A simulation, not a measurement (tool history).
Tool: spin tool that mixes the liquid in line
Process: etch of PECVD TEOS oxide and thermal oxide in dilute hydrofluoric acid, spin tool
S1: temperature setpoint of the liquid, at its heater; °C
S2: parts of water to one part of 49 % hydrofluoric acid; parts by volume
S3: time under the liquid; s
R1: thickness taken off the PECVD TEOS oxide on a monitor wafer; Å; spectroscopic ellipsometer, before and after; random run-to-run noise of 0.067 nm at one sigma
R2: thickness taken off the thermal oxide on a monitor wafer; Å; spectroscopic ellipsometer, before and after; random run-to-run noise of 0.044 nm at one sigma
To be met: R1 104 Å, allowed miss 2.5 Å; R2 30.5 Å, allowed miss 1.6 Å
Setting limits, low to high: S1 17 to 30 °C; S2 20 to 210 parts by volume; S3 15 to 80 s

{"run": 1, "day": 0.0, "S1": 22, "S2": 115, "S3": 40, "R1": 46.212, "R2": 13.708}
{"run": 2, "day": 0.367, "S1": 22, "S2": 145, "S3": 40, "R1": 35.026, "R2": 10.413}
{"run": 3, "day": 0.462, "S1": 22, "S2": 185, "S3": 40, "R1": 26.427, "R2": 7.8241}
{"run": 4, "day": 0.804, "S1": 24, "S2": 150, "S3": 40, "R1": 36.738, "R2": 10.841}
{"run": 5, "day": 1.092, "S1": 24, "S2": 165, "S3": 40, "R1": 32.605, "R2": 9.5821}
{"run": 6, "day": 1.15, "S1": 24, "S2": 165, "S3": 50, "R1": 40.869, "R2": 12.203}
{"run": 7, "day": 1.325, "S1": 25.5, "S2": 145, "S3": 50, "R1": 50.28, "R2": 14.872}
{"run": 8, "day": 1.675, "S1": 29.5, "S2": 95, "S3": 50, "R1": 95.778, "R2": 28.028}

Below are 4 possible settings for the next run. Only one of them brings all results inside the allowed miss of their targets. Which is it?
{"run": "A", "day": 2.025, "S1": 30, "S2": 100, "S3": 50, "R1": "?", "R2": "?"}
{"run": "B", "day": 2.025, "S1": 23, "S2": 70, "S3": 55, "R1": "?", "R2": "?"}
{"run": "C", "day": 2.025, "S1": 30, "S2": 90, "S3": 50, "R1": "?", "R2": "?"}
{"run": "D", "day": 2.025, "S1": 30, "S2": 110, "S3": 55, "R1": "?", "R2": "?"}

move=A R1=91.777 R2=27.538
move=B R1=113.24 R2=33.978
move=C R1=103.36 R2=31.014
move=D R1=90.564 R2=27.174
A: misses by more than the last run did
B: takes the result that was furthest off past its target
C: all results land within tolerance of their targets
D: misses by more than the last run did
C meets every target.
